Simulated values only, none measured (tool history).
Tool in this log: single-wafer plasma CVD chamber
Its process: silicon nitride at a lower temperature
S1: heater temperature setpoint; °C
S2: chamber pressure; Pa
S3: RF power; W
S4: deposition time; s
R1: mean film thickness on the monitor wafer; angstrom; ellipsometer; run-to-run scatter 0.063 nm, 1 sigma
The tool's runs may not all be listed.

run,hour,S1,S2,S3,S4,R1
1,0.0,355,273,235,16.0,145.96
2,4.9,355,260,230,16.0,142.78
3,12.9,355,227,230,16.0,134.98
4,13.5,355,227,230,16.0,134.29
5,14.5,355,217,230,16.0,130.86
6,22.7,355,209,230,16.0,130.19
7,29.3,355,167,205,16.0,105.38
8,37.1,355,175,205,16.0,107.04
9,42.1,355,181,205,16.0,109.74
10,44.9,355,187,205,16.0,111.26
11,48.1,355,191,205,16.0,112.53
12,53.1,355,193,205,16.0,112.06
13,55.6,355,197,205,16.0,114.05
14,61.1,355,200,205,16.0,114.98
15,69.5,355,201,205,16.0,114.76

What will run 16 give?
16,73.1,355,203,205,16.0,?

R1: 115.71 angstrom
